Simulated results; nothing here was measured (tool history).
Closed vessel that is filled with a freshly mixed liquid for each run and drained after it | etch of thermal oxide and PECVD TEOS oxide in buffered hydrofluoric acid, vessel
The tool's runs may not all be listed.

run  hour  temperature setpoint of the liquid (C)  parts of 40 % ammonium fluoride to one part of 49 % hydrofluoric acid (parts by volume)  time in the liquid (s)  thickness taken off the thermal oxide on a monitor wafer (Å)  thickness taken off the PECVD TEOS oxide on a monitor wafer (Å)
  1   0.0                                    25.0                                                                                     11.5                      60                                                        635.27                                                           1987.6
  2   7.1                                    24.0                                                                                     11.5                      60                                                        592.43                                                           1897.0
  3  14.7                                    23.5                                                                                     11.5                      60                                                        587.34                                                           1837.6
  4  17.4                                    23.0                                                                                     11.5                      60                                                        567.19                                                           1812.0
  5  21.2                                    23.0                                                                                     14.0                      60                                                        463.39                                                           1479.9
  6  28.4                                    24.0                                                                                     14.0                      60                                                        500.14                                                           1566.5
  7  29.7                                    24.5                                                                                     14.0                      60                                                        506.37                                                           1606.4

The next listed run, before its measurement:
  8  37.7                                    25.0                                                                                     14.0                      60                                                             ?                                                                ?

Run 8 gave thickness taken off the thermal oxide on a monitor wafer (Å) 530.35, thickness taken off the PECVD TEOS oxide on a monitor wafer (Å) 1655.3.
